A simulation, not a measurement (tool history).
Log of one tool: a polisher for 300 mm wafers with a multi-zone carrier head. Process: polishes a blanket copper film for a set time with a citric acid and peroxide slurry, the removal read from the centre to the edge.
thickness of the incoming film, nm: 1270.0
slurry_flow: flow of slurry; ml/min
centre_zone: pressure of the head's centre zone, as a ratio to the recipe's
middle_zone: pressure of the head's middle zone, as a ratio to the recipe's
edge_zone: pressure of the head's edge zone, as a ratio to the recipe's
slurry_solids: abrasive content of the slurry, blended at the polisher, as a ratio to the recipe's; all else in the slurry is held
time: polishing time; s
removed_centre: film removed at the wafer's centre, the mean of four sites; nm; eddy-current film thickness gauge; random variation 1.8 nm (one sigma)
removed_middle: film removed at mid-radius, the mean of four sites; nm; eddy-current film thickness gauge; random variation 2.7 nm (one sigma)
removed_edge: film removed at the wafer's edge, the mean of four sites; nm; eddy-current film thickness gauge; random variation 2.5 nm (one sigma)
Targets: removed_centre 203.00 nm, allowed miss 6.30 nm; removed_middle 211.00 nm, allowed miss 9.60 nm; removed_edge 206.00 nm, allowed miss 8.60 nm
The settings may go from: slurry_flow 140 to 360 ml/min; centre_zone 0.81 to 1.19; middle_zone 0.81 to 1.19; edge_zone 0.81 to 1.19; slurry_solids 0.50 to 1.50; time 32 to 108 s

run  hour  slurry_flow  centre_zone  middle_zone  edge_zone  slurry_solids  time  removed_centre  removed_middle  removed_edge
  1   0.0          230         1.00         1.00       1.00           1.00    70          135.75          134.13        139.12
  2   7.8          230         1.00         1.00       1.00           1.00    80          157.57          158.46        159.05
  3   9.6          230         1.00         1.00       1.06           1.00    80          159.46          155.89        166.44
  4  16.0          235         1.01         1.02       1.07           1.05    80          160.60          161.63        162.66
  5  22.2          235         1.01         1.02       1.07           1.20    80          163.90          167.55        168.91
  6  31.1          235         1.01         1.02       1.08           1.25    81          166.58          173.14        174.74
  7  33.2          235         1.02         1.02       1.08           1.30    82          176.83          169.61        176.50
  8  41.8          240         1.02         1.03       1.09           1.30    83          174.86          173.53        180.30
  9  43.1          240         1.02         1.04       1.09           1.30    84          177.61          180.30        186.04
 10  44.8          240         1.03         1.05       1.09           1.30    84          179.54          181.20        185.19
 11  52.0          240         1.04         1.06       1.09           1.30    84          179.92          185.09        184.17
 12  57.5          240         1.05         1.07       1.10           1.30    84          179.70          180.01        184.74

Which of these 5 next moves meets every target?
  A  63.0          240         1.04         1.09       1.09           1.40    93               ?               ?             ?
  B  63.0          200         1.02         0.93       1.19           1.10    89               ?               ?             ?
  C  63.0          215         0.87         1.19       0.90           1.35    88               ?               ?             ?
  D  63.0          190         0.99         0.99       1.19           1.15    77               ?               ?             ?
  E  63.0          265         0.90         1.19       1.00           1.30    77               ?               ?             ?

move  removed_centre  removed_middle  removed_edge
   A          203.42          209.10        206.58
   B          178.53          164.18        195.45
   C          157.77          209.75        175.31
   D          150.15          150.02        169.57
   E          145.23          186.10        162.63
A: meets every target
B: further off than the last run
C: further off than the last run
D: further off than the last run
E: further off than the last run
Answer: A
